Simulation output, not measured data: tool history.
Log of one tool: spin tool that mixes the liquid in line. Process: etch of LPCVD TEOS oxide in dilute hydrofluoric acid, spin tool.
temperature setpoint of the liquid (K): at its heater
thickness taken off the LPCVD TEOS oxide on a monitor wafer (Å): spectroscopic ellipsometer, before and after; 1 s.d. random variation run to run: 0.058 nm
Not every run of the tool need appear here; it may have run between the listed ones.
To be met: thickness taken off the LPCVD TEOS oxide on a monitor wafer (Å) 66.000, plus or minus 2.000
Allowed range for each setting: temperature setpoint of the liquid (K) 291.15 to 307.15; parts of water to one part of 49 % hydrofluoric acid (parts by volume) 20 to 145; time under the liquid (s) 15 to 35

| run | hour | temperature setpoint of the liquid (K) | parts of water to one part of 49 % hydrofluoric acid (parts by volume) | time under the liquid (s) | thickness taken off the LPCVD TEOS oxide on a monitor wafer (Å) |
|---|---|---|---|---|---|
| 1 | 0.0 | 299.15 | 80 | 35 | 78.569 |
| 2 | 9.0 | 298.65 | 80 | 35 | 77.420 |
| 3 | 13.8 | 298.65 | 110 | 35 | 53.082 |
| 4 | 22.6 | 298.65 | 110 | 35 | 53.205 |
| 5 | 26.1 | 299.15 | 110 | 35 | 55.738 |
| 6 | 30.8 | 299.15 | 130 | 35 | 45.089 |
| 7 | 39.7 | 303.15 | 120 | 35 | 57.097 |
| 8 | 44.3 | 303.65 | 120 | 35 | 58.707 |
| 9 | 47.3 | 304.15 | 120 | 35 | 60.346 |
| 10 | 56.0 | 304.65 | 120 | 35 | 61.536 |
| 11 | 63.7 | 305.65 | 120 | 35 | 63.452 |

Below are 4 possible settings for the next run. Only one of them brings all results inside the allowed miss of their targets. Which is it?
| A | 71.4 | 306.15 | 55 | 15 | ? |
| B | 71.4 | 304.65 | 120 | 35 | ? |
| C | 71.4 | 307.15 | 130 | 35 | ? |
| D | 71.4 | 307.15 | 115 | 35 | ? |

| move | thickness taken off the LPCVD TEOS oxide on a monitor wafer (Å) |
|---|---|
| A | 66.055 |
| B | 60.514 |
| C | 60.199 |
| D | 69.592 |
A: hits every target within its allowed miss
B: lands further from the targets than the last run did
C: lands further from the targets than the last run did
D: carries the result that was furthest off beyond its target, to the other side
Answer: A

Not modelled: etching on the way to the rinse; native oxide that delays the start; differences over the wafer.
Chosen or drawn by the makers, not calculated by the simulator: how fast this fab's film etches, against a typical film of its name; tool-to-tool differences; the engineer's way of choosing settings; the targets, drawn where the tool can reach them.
